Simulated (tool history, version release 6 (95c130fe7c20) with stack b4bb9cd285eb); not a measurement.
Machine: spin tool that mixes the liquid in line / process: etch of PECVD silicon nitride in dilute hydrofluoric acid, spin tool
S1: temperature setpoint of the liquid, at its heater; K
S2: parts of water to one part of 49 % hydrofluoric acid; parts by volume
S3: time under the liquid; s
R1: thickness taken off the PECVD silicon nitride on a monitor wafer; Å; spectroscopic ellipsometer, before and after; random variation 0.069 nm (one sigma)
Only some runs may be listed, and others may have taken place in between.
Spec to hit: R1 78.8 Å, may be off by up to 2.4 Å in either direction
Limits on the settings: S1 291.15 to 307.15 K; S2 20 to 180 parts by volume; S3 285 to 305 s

run,hour,S1,S2,S3,R1
1,0,299.15,100,285,101.55
2,1.8,301.65,100,285,122.2
3,9.3,304.15,100,285,140.18
4,15,304.15,130,285,107.91
5,16.7,303.15,130,285,101.6
6,24.7,302.65,130,285,98.011
7,33.2,302.15,130,285,95.201
8,34.9,301.65,130,285,92.368
9,35.7,301.15,130,285,88.849
10,42.5,300.65,130,285,87.369
11,44.4,300.15,130,285,84.637
12,47.4,299.65,130,285,82.462

Below are 5 possible settings for the next run. Only one of them brings all results inside the allowed miss of their targets. Which is it?
A,50.4,297.15,110,295,?
B,50.4,297.15,115,290,?
C,50.4,299.15,125,295,?
D,50.4,298.65,120,295,?
E,50.4,299.15,120,285,?

move,R1
A,84.363
B,79.369
C,84.613
D,85.33
E,85.134
A: further off than the last run
B: in spec on every target
C: further off than the last run
D: further off than the last run
E: further off than the last run
Go with B: it meets all targets.
